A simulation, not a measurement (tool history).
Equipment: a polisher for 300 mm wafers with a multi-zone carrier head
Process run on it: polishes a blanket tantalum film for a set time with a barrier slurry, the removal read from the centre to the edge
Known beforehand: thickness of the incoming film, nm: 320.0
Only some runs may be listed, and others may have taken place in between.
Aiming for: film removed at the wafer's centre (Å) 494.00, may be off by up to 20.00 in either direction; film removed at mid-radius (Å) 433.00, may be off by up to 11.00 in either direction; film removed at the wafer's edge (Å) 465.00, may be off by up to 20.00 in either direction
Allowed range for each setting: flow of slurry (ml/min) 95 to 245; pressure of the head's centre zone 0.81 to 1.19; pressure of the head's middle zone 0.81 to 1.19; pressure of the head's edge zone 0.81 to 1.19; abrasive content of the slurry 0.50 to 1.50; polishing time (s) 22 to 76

| run | day | flow of slurry (ml/min) | pressure of the head's centre zone | pressure of the head's middle zone | pressure of the head's edge zone | abrasive content of the slurry | polishing time (s) | film removed at the wafer's centre (Å) | film removed at mid-radius (Å) | film removed at the wafer's edge (Å) |
|---|---|---|---|---|---|---|---|---|---|---|
| 1 | 0.000 | 155 | 1.00 | 1.00 | 1.00 | 1.00 | 49 | 647.77 | 659.52 | 636.41 |
| 2 | 0.067 | 145 | 1.00 | 0.95 | 0.97 | 0.85 | 48 | 607.21 | 595.81 | 597.63 |
| 3 | 0.300 | 180 | 1.00 | 0.95 | 0.97 | 0.85 | 48 | 619.68 | 609.77 | 589.38 |
| 4 | 0.483 | 180 | 1.00 | 0.95 | 0.97 | 0.70 | 48 | 593.47 | 577.76 | 559.10 |
| 5 | 0.842 | 180 | 1.00 | 0.95 | 0.97 | 0.70 | 56 | 685.03 | 676.97 | 662.85 |
| 6 | 1.200 | 180 | 1.00 | 1.02 | 0.97 | 0.70 | 56 | 700.25 | 702.85 | 658.63 |
| 7 | 1.233 | 135 | 1.08 | 0.92 | 0.94 | 0.50 | 42 | 491.77 | 428.84 | 443.84 |
| 8 | 1.438 | 135 | 1.08 | 0.92 | 0.96 | 0.50 | 42 | 491.08 | 429.63 | 440.32 |

Pick the move, out of 5, that brings all results within their allowed miss; only one does.
| A | 1.642 | 175 | 1.17 | 1.05 | 0.91 | 0.50 | 37 | ? | ? | ? |
| B | 1.642 | 95 | 1.07 | 0.87 | 0.82 | 0.65 | 41 | ? | ? | ? |
| C | 1.642 | 125 | 1.07 | 0.96 | 0.96 | 0.50 | 41 | ? | ? | ? |
| D | 1.642 | 130 | 1.06 | 0.85 | 1.00 | 0.50 | 44 | ? | ? | ? |
| E | 1.642 | 145 | 1.14 | 0.87 | 0.92 | 0.60 | 39 | ? | ? | ? |

| move | film removed at the wafer's centre (Å) | film removed at mid-radius (Å) | film removed at the wafer's edge (Å) |
|---|---|---|---|
| A | 474.37 | 424.63 | 377.22 |
| B | 472.44 | 416.54 | 407.54 |
| C | 456.51 | 425.04 | 415.26 |
| D | 488.05 | 425.70 | 456.73 |
| E | 500.97 | 410.86 | 416.14 |
A: the biggest miss grows against the last run
B: the biggest miss grows against the last run
C: the biggest miss grows against the last run
D: all results in spec
E: the biggest miss grows against the last run
D is the move that brings every result within its allowed miss.
